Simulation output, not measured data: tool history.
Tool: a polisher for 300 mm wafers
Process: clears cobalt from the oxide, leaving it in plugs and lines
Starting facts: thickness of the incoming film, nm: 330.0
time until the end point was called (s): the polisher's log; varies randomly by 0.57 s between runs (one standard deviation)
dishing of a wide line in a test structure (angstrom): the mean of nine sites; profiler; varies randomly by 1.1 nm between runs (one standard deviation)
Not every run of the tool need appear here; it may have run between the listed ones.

run,day,flow of slurry (ml/min),pressure of the wafer on the pad (psi),speed of the pad under the wafer (m/s),overpolish time after the end point (s),time until the end point was called (s),dishing of a wide line in a test structure (angstrom)
1,0.000,200,1.7,1.08,26,88.462,436.87
2,0.158,200,1.7,0.84,26,110.990,410.67
3,0.475,225,1.7,0.84,26,109.960,415.17
4,0.508,225,1.7,0.84,22,110.760,386.48
5,0.733,225,2.0,0.90,23,90.630,425.52
6,0.758,225,2.2,0.96,22,77.418,439.15

Run 7 has not been measured yet. What should we expect?
7,0.783,225,2.3,1.00,22,?,?

{"run 7": {"time until the end point was called (s)": 70.694, "dishing of a wide line in a test structure (angstrom)": 452.52}}

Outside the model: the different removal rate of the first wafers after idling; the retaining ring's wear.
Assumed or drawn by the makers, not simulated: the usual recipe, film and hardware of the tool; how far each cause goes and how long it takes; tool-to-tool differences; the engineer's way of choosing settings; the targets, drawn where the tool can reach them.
